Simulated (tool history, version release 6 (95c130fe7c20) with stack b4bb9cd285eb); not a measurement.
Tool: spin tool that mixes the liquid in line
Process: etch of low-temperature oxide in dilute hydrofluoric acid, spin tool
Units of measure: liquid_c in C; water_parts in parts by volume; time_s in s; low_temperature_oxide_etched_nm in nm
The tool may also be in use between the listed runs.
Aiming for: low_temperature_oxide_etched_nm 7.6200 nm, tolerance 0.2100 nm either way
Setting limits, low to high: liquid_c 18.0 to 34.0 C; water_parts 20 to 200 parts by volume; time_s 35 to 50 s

| run | hour | liquid_c | water_parts | time_s | low_temperature_oxide_etched_nm |
|---|---|---|---|---|---|
| 1 | 0.0 | 26.0 | 110 | 50 | 13.4430 |
| 2 | 6.0 | 26.0 | 150 | 50 | 9.4024 |
| 3 | 7.1 | 25.5 | 150 | 50 | 9.2644 |
| 4 | 9.8 | 25.5 | 150 | 35 | 6.4226 |
|  | 16.8 | hydrofluoric acid flow meter replaced |
| 5 | 16.8 | 25.5 | 150 | 50 | 10.4330 |
| 6 | 21.2 | 25.5 | 155 | 50 | 10.0910 |
| 7 | 29.5 | 25.0 | 160 | 50 | 9.4734 |
| 8 | 30.5 | 26.0 | 160 | 50 | 9.9066 |

Which of these 4 next moves meets every target?
| A | 31.5 | 22.0 | 120 | 40 | ? |
| B | 31.5 | 23.5 | 185 | 50 | ? |
| C | 31.5 | 22.0 | 165 | 40 | ? |
| D | 31.5 | 27.0 | 180 | 40 | ? |

| move | low_temperature_oxide_etched_nm |
|---|---|
| A | 9.5699 |
| B | 7.6514 |
| C | 6.6231 |
| D | 7.1989 |
A: nearer the targets than the last run, but a result is still out of spec
B: every result lands within tolerance
C: moves the result that the last run missed by most past its target, out the other side
D: moves the result that the last run missed by most past its target, out the other side
The right move is B.
